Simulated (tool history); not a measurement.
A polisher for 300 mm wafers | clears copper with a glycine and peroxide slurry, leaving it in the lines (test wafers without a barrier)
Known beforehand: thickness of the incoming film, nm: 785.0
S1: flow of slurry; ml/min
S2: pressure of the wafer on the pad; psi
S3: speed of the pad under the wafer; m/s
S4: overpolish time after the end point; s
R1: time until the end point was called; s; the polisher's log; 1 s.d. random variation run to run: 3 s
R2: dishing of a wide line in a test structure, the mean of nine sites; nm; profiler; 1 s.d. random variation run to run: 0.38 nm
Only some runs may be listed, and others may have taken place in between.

{"run": 1, "hour": 0.0, "S1": 185, "S2": 2.8, "S3": 0.84, "S4": 11, "R1": 172.58, "R2": 30.651}
{"run": 2, "hour": 0.6, "S1": 210, "S2": 2.8, "S3": 0.84, "S4": 11, "R1": 167.86, "R2": 31.702}
{"run": 3, "hour": 9.2, "S1": 205, "S2": 2.8, "S3": 0.84, "S4": 8, "R1": 170.24, "R2": 26.012}
{"run": 4, "hour": 14.7, "S1": 205, "S2": 2.8, "S3": 0.84, "S4": 6, "R1": 173.73, "R2": 19.65}
{"run": 5, "hour": 18.7, "S1": 220, "S2": 2.8, "S3": 0.84, "S4": 6, "R1": 168.32, "R2": 19.595}
{"run": 6, "hour": 24.5, "S1": 225, "S2": 2.8, "S3": 0.84, "S4": 6, "R1": 172.91, "R2": 19.561}
{"run": 7, "hour": 31.5, "S1": 225, "S2": 2.8, "S3": 0.84, "S4": 6, "R1": 167.85, "R2": 20.402}
{"run": 8, "hour": 34.8, "S1": 225, "S2": 2.9, "S3": 0.84, "S4": 3, "R1": 164.91, "R2": 10.694}
{"run": 9, "hour": 39.4, "S1": 230, "S2": 2.7, "S3": 0.92, "S4": 3, "R1": 168.73, "R2": 10.951}
{"run": 10, "hour": 41.4, "S1": 230, "S2": 2.9, "S3": 0.84, "S4": 3, "R1": 161.9, "R2": 10.831}
{"run": 11, "hour": 43.6, "S1": 235, "S2": 2.8, "S3": 0.9, "S4": 4, "R1": 162.48, "R2": 14.277}

Estimate the outcome of run 12 from the log above:
{"run": 12, "hour": 47.4, "S1": 240, "S2": 2.8, "S3": 0.92, "S4": 4, "R1": "?", "R2": "?"}

For run 12 the tool returned R1 164.93 s, R2 14.387 nm.
